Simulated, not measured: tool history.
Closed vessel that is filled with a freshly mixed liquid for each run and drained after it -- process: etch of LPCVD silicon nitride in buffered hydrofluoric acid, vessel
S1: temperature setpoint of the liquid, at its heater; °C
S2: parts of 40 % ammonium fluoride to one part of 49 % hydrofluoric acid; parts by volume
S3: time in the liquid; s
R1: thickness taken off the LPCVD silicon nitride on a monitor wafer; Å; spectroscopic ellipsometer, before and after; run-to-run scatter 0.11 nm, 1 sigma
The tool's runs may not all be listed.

Run 1, hour 0: S1 24 °C, S2 12.5 parts by volume, S3 2820 s. Result: R1 315.03 Å.
Run 2, hour 2.5: S1 24 °C, S2 9.5 parts by volume, S3 2820 s. Result: R1 402.67 Å.
Run 3, hour 3.2: S1 23 °C, S2 9.5 parts by volume, S3 2820 s. Result: R1 386.43 Å.
Run 4, hour 4.1: S1 23 °C, S2 9.5 parts by volume, S3 3025 s. Result: R1 413.04 Å.
Run 5, hour 9.6: S1 22 °C, S2 10 parts by volume, S3 3025 s. Result: R1 377.88 Å.
Run 6, hour 17.1: S1 25.5 °C, S2 10 parts by volume, S3 3025 s. Result: R1 454.18 Å.
Run 7, hour 24.5: S1 21.5 °C, S2 13 parts by volume, S3 3020 s. Result: R1 282.25 Å.
Run 8, hour 32.8: S1 21 °C, S2 13 parts by volume, S3 3020 s. Result: R1 275.02 Å.

Estimate the outcome of run 9 from the log above:
Run 9, hour 39.6: S1 20.5 °C, S2 13 parts by volume, S3 3020 s. Result: R1 ?.

{"run 9": {"R1": 268.4}}
